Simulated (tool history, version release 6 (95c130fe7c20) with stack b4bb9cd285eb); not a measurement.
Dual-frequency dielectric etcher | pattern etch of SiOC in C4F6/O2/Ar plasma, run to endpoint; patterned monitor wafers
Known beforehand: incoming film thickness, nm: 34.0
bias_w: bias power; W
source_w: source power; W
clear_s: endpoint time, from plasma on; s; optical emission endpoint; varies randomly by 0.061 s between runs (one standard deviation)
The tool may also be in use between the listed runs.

Run 1, hour 0.0: bias_w 421 W, source_w 440 W. Result: clear_s 12.282 s.
Run 2, hour 1.6: bias_w 464 W, source_w 440 W. Result: clear_s 12.055 s.
Run 3, hour 4.8: bias_w 478 W, source_w 450 W. Result: clear_s 11.864 s.
Run 4, hour 11.3: bias_w 478 W, source_w 490 W. Result: clear_s 11.383 s.
Run 5, hour 15.0: bias_w 478 W, source_w 410 W. Result: clear_s 12.339 s.
Run 6, hour 17.2: bias_w 490 W, source_w 420 W. Result: clear_s 12.102 s.
Run 7, hour 18.4: bias_w 501 W, source_w 430 W. Result: clear_s 11.959 s.
Run 8, hour 27.4: bias_w 510 W, source_w 440 W. Result: clear_s 11.768 s.
Run 9, hour 33.1: bias_w 519 W, source_w 450 W. Result: clear_s 11.453 s.
Run 10, hour 34.3: bias_w 527 W, source_w 450 W. Result: clear_s 11.504 s.
Run 11, hour 37.3: bias_w 534 W, source_w 460 W. Result: clear_s 11.380 s.

Run 12 has not been measured yet. What should we expect?
Run 12, hour 44.8: bias_w 540 W, source_w 460 W. Result: clear_s ?.

clear_s: 11.367 s
